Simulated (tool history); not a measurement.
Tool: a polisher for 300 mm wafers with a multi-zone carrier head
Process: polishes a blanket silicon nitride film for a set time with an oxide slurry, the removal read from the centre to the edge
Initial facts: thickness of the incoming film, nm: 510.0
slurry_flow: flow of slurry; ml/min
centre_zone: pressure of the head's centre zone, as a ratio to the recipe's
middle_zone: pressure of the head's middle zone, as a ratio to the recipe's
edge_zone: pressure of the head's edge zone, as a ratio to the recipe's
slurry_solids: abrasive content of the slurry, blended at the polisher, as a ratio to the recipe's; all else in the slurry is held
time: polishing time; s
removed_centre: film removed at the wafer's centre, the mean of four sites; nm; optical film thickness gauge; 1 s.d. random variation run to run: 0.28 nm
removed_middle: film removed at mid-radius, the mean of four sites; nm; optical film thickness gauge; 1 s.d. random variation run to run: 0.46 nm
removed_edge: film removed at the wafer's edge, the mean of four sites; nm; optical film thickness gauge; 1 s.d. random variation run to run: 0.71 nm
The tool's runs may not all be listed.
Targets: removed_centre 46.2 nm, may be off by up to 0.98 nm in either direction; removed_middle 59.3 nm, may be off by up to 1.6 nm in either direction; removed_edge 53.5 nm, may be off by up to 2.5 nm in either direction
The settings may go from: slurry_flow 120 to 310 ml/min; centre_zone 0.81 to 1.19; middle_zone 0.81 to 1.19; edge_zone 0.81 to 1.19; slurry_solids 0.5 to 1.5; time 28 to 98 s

Run 1, day 0: slurry_flow 200 ml/min, centre_zone 1, middle_zone 1, edge_zone 1, slurry_solids 1, time 63 s. Result: removed_centre 34.021 nm, removed_middle 34.36 nm, removed_edge 34.256 nm.
Run 2, day 0.321: slurry_flow 210 ml/min, centre_zone 0.99, middle_zone 1.04, edge_zone 1.03, slurry_solids 1.1, time 65 s. Result: removed_centre 36.757 nm, removed_middle 39.757 nm, removed_edge 38.621 nm.
Run 3, day 0.458: slurry_flow 175 ml/min, centre_zone 0.99, middle_zone 1.04, edge_zone 1.03, slurry_solids 1.1, time 65 s. Result: removed_centre 34.986 nm, removed_middle 36.996 nm, removed_edge 37.166 nm.
Run 4, day 0.55: slurry_flow 175 ml/min, centre_zone 0.99, middle_zone 0.96, edge_zone 1.03, slurry_solids 1.1, time 65 s. Result: removed_centre 34.614 nm, removed_middle 34.741 nm, removed_edge 37.352 nm.
At day 0.679: slurry nozzle cleaned.
Run 5, day 0.679: slurry_flow 200 ml/min, centre_zone 0.99, middle_zone 1, edge_zone 1.06, slurry_solids 1.2, time 65 s. Result: removed_centre 42.612 nm, removed_middle 44.068 nm, removed_edge 43.259 nm.
Run 6, day 0.858: slurry_flow 200 ml/min, centre_zone 0.99, middle_zone 1, edge_zone 1.13, slurry_solids 1.2, time 65 s. Result: removed_centre 42.945 nm, removed_middle 43.447 nm, removed_edge 44.874 nm.
Run 7, day 1.075: slurry_flow 255 ml/min, centre_zone 0.89, middle_zone 1.1, edge_zone 1.19, slurry_solids 1.45, time 65 s. Result: removed_centre 43.508 nm, removed_middle 53.305 nm, removed_edge 51.961 nm.
Run 8, day 1.188: slurry_flow 260 ml/min, centre_zone 0.89, middle_zone 1.12, edge_zone 1.19, slurry_solids 1.45, time 65 s. Result: removed_centre 43.202 nm, removed_middle 54.231 nm, removed_edge 50.976 nm.
Run 9, day 1.475: slurry_flow 265 ml/min, centre_zone 0.89, middle_zone 1.13, edge_zone 1.19, slurry_solids 1.45, time 65 s. Result: removed_centre 43.291 nm, removed_middle 53.696 nm, removed_edge 51.665 nm.
Run 10, day 1.617: slurry_flow 265 ml/min, centre_zone 0.89, middle_zone 1.14, edge_zone 1.18, slurry_solids 1.45, time 66 s. Result: removed_centre 44.245 nm, removed_middle 55.878 nm, removed_edge 51.756 nm.

Consider the 4 candidate settings below. Which is the only one whose results all fall within their allowed miss of target?
Run A, day 1.758: slurry_flow 265 ml/min, centre_zone 0.86, middle_zone 1.19, edge_zone 1.13, slurry_solids 1.4, time 69 s. Result: removed_centre ?, removed_middle ?, removed_edge ?.
Run B, day 1.758: slurry_flow 275 ml/min, centre_zone 0.94, middle_zone 1.09, edge_zone 1.15, slurry_solids 1.4, time 68 s. Result: removed_centre ?, removed_middle ?, removed_edge ?.
Run C, day 1.758: slurry_flow 270 ml/min, centre_zone 0.83, middle_zone 1.03, edge_zone 1.19, slurry_solids 1.5, time 67 s. Result: removed_centre ?, removed_middle ?, removed_edge ?.
Run D, day 1.758: slurry_flow 245 ml/min, centre_zone 0.88, middle_zone 1.14, edge_zone 1.11, slurry_solids 1.45, time 71 s. Result: removed_centre ?, removed_middle ?, removed_edge ?.

move  removed_centre  removed_middle  removed_edge
   A          44.563          59.358        52.621
   B          48.227          54.442        52.563
   C          42.977          52.476        54.166
   D          47.099          59.146        54.084
A: the worst result of the last run now meets its target, but another is out of spec
B: misses by more than the last run did
C: misses by more than the last run did
D: all results land within tolerance of their targets
Correct choice: D, which meets every target
